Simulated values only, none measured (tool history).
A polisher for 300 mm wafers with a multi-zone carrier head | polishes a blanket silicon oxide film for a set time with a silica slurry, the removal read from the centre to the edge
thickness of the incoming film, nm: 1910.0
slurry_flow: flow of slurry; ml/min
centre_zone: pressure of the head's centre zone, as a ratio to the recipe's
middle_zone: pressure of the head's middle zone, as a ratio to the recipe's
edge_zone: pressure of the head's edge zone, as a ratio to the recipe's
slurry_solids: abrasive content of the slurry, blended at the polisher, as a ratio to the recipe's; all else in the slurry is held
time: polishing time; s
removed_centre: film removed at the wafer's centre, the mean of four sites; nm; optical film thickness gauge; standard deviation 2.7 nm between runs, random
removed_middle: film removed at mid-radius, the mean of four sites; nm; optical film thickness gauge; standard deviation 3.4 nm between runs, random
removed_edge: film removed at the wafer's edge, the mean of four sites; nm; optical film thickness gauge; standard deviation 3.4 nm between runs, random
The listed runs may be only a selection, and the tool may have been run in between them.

run 1 day=0.000 | slurry_flow=320 centre_zone=1.00 middle_zone=1.00 edge_zone=1.00 slurry_solids=1.00 time=56 | removed_centre=209.40 removed_middle=213.04 removed_edge=204.87
run 2 day=0.100 | slurry_flow=320 centre_zone=1.00 middle_zone=1.00 edge_zone=1.01 slurry_solids=1.05 time=56 | removed_centre=210.62 removed_middle=219.27 removed_edge=204.98
run 3 day=0.392 | slurry_flow=350 centre_zone=1.00 middle_zone=1.00 edge_zone=1.01 slurry_solids=1.05 time=56 | removed_centre=210.86 removed_middle=215.69 removed_edge=206.85
run 4 day=0.612 | slurry_flow=355 centre_zone=1.00 middle_zone=0.99 edge_zone=1.02 slurry_solids=1.10 time=57 | removed_centre=219.61 removed_middle=223.10 removed_edge=214.50
run 5 day=0.917 | slurry_flow=355 centre_zone=1.00 middle_zone=0.98 edge_zone=1.03 slurry_solids=1.15 time=58 | removed_centre=226.29 removed_middle=226.62 removed_edge=226.96
run 6 day=1.188 | slurry_flow=420 centre_zone=1.00 middle_zone=0.98 edge_zone=1.03 slurry_solids=1.15 time=58 | removed_centre=230.58 removed_middle=229.93 removed_edge=228.55
run 7 day=1.492 | slurry_flow=420 centre_zone=1.00 middle_zone=0.98 edge_zone=1.04 slurry_solids=1.20 time=58 | removed_centre=235.81 removed_middle=234.23 removed_edge=226.93
run 8 day=1.829 | slurry_flow=390 centre_zone=0.92 middle_zone=0.88 edge_zone=1.09 slurry_solids=1.45 time=69 | removed_centre=269.64 removed_middle=277.09 removed_edge=296.79
run 9 day=1.904 | slurry_flow=390 centre_zone=0.93 middle_zone=0.88 edge_zone=1.08 slurry_solids=1.45 time=69 | removed_centre=273.84 removed_middle=271.59 removed_edge=298.65
run 10 day=2.129 | slurry_flow=395 centre_zone=0.93 middle_zone=0.89 edge_zone=1.07 slurry_solids=1.45 time=69 | removed_centre=270.46 removed_middle=274.20 removed_edge=302.36
run 11 day=2.308 | slurry_flow=395 centre_zone=0.93 middle_zone=0.89 edge_zone=1.07 slurry_solids=1.45 time=69 | removed_centre=272.15 removed_middle=278.80 removed_edge=298.25
run 12 day=2.533 | slurry_flow=395 centre_zone=0.94 middle_zone=0.89 edge_zone=1.06 slurry_solids=1.45 time=69 | removed_centre=276.23 removed_middle=275.07 removed_edge=296.14

Estimate the outcome of run 13 from the log above:
run 13 day=2.725 | slurry_flow=395 centre_zone=0.94 middle_zone=0.89 edge_zone=1.05 slurry_solids=1.45 time=69 | removed_centre=? removed_middle=? removed_edge=?

Run 13 yielded removed_centre 277.29 nm, removed_middle 279.12 nm, removed_edge 301.34 nm.
